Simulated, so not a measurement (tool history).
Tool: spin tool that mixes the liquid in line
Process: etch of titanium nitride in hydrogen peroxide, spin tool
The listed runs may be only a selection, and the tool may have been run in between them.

run	hour	temperature setpoint of the liquid (K)	concentration of hydrogen peroxide in the mixed liquid (% by weight)	time under the liquid (s)	thickness taken off the titanium nitride on a monitor wafer (nm)
1	0	324.15	26	325	12.38
2	6.3	325.65	26	325	13.674
3	8.1	326.65	26	325	14.649
4	9	326.65	23.5	325	14.307
5	17.8	327.15	23.5	325	14.979
6	25.3	320.65	23.5	325	9.4902
7	28.7	323.15	23.5	325	11.15
8	31.5	325.15	23.5	325	12.917
9	35.4	326.15	23.5	325	13.951
10	39.1	327.15	23.5	325	15.025

Run 11 is up next; what results do you expect?
11	47.1	327.65	23.5	325	?

thickness taken off the titanium nitride on a monitor wafer (nm): 15.252

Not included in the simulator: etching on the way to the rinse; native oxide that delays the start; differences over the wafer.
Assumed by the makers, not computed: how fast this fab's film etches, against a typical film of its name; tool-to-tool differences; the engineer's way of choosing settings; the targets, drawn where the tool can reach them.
